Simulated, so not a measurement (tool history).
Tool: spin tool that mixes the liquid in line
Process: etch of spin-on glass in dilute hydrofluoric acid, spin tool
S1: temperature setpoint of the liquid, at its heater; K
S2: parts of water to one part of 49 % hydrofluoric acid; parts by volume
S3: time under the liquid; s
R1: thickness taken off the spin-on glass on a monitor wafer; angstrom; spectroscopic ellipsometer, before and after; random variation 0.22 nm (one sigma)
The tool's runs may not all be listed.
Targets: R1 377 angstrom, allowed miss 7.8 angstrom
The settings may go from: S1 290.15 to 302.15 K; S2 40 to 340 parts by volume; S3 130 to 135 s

run	day	S1	S2	S3	R1
1	0	294.15	190	130	156.76
2	0.254	290.65	190	130	134.98
3	0.462	290.65	190	135	142.16
4	0.529	290.15	190	135	136.78
5	0.671	292.15	180	135	159.83
6	0.846	290.15	180	135	147.12
7	1.012	290.15	180	135	146.5
8	1.188	292.15	170	135	170.41
9	1.354	296.15	95	135	385.02

4 next moves are on the table. One of them brings every result within its allowed miss. Which?
A	1.521	297.65	100	130	?
B	1.521	297.15	105	135	?
C	1.521	296.65	105	135	?
D	1.521	296.65	100	130	?

move	R1
A	378.06
B	364.35
C	357.21
D	363.37
A: meets every target
B: takes the result that was furthest off past its target
C: takes the result that was furthest off past its target
D: takes the result that was furthest off past its target
Move A is the one to make.
